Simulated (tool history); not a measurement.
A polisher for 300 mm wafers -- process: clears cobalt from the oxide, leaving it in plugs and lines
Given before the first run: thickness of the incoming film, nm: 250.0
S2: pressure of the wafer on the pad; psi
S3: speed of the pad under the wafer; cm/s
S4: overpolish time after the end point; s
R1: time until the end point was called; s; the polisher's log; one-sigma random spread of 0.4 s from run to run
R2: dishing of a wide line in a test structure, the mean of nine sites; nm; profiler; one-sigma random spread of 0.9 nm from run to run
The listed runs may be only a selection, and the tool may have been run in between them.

{"run": 1, "hour": 0.0, "flow of slurry (ml/min)": 285, "S2": 1.3, "S3": 102, "S4": 22, "R1": 68.189, "R2": 53.432}
{"run": 2, "hour": 7.5, "flow of slurry (ml/min)": 285, "S2": 1.4, "S3": 102, "S4": 23, "R1": 62.553, "R2": 55.644}
{"run": 3, "hour": 12.5, "flow of slurry (ml/min)": 320, "S2": 1.4, "S3": 102, "S4": 23, "R1": 62.217, "R2": 55.144}
{"run": 4, "hour": 21.0, "flow of slurry (ml/min)": 390, "S2": 1.4, "S3": 102, "S4": 23, "R1": 60.731, "R2": 55.98}
{"run": 5, "hour": 26.4, "flow of slurry (ml/min)": 390, "S2": 1.4, "S3": 102, "S4": 24, "R1": 61.272, "R2": 58.085}
{"run": 6, "hour": 30.0, "flow of slurry (ml/min)": 390, "S2": 1.4, "S3": 86, "S4": 24, "R1": 68.684, "R2": 55.077}
{"run": 7, "hour": 35.0, "flow of slurry (ml/min)": 390, "S2": 1.5, "S3": 86, "S4": 25, "R1": 63.86, "R2": 57.239}
{"run": 8, "hour": 41.0, "flow of slurry (ml/min)": 385, "S2": 1.9, "S3": 88, "S4": 33, "R1": 50.574, "R2": 72.324}
{"run": 9, "hour": 49.0, "flow of slurry (ml/min)": 390, "S2": 2.0, "S3": 88, "S4": 34, "R1": 48.504, "R2": 74.265}

Run 10 is up next; what results do you expect?
{"run": 10, "hour": 55.4, "flow of slurry (ml/min)": 395, "S2": 2.0, "S3": 88, "S4": 35, "R1": "?", "R2": "?"}

R1: 48.982 s
R2: 72.706 nm
